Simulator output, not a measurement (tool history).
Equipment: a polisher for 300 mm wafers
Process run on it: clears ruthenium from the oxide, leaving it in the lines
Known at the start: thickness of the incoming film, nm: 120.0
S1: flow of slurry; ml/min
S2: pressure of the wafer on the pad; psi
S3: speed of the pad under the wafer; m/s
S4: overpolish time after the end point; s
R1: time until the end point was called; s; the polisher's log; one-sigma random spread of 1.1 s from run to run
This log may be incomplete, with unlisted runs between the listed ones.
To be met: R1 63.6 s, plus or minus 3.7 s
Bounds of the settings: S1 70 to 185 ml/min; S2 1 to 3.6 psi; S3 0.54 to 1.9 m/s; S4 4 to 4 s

run 1 hour=0 | S1=120 S2=2.3 S3=1.22 S4=4 | R1=87.954
run 2 hour=4.7 | S1=110 S2=2.3 S3=1.22 S4=4 | R1=87.74
run 3 hour=13.6 | S1=110 S2=2.3 S3=1.22 S4=4 | R1=86.843
run 4 hour=15 | S1=110 S2=2.4 S3=1.22 S4=4 | R1=83.326
run 5 hour=17.3 | S1=95 S2=2.4 S3=1.22 S4=4 | R1=88.323
run 6 hour=20.2 | S1=100 S2=2.5 S3=1.22 S4=4 | R1=81.462
run 7 hour=22.3 | S1=100 S2=2.6 S3=1.22 S4=4 | R1=79.941
run 8 hour=30.9 | S1=100 S2=2.7 S3=1.22 S4=4 | R1=75.398
run 9 hour=36.2 | S1=105 S2=2.9 S3=1.22 S4=4 | R1=72.069

Next run, 5 choices. One meets every target within its allowed miss, the rest don't. Which?
run A hour=41.5 | S1=115 S2=3 S3=1.34 S4=4 | R1=?
run B hour=41.5 | S1=100 S2=3.1 S3=0.98 S4=4 | R1=?
run C hour=41.5 | S1=90 S2=2.9 S3=0.94 S4=4 | R1=?
run D hour=41.5 | S1=110 S2=2.7 S3=1.16 S4=4 | R1=?
run E hour=41.5 | S1=80 S2=2.7 S3=1.2 S4=4 | R1=?

move=A R1=63.035
move=B R1=80.06
move=C R1=90.88
move=D R1=78.876
move=E R1=84.803
A: each result inside its tolerance
B: its largest miss is bigger than the last run's
C: its largest miss is bigger than the last run's
D: its largest miss is bigger than the last run's
E: its largest miss is bigger than the last run's
Go with A: it meets all targets.
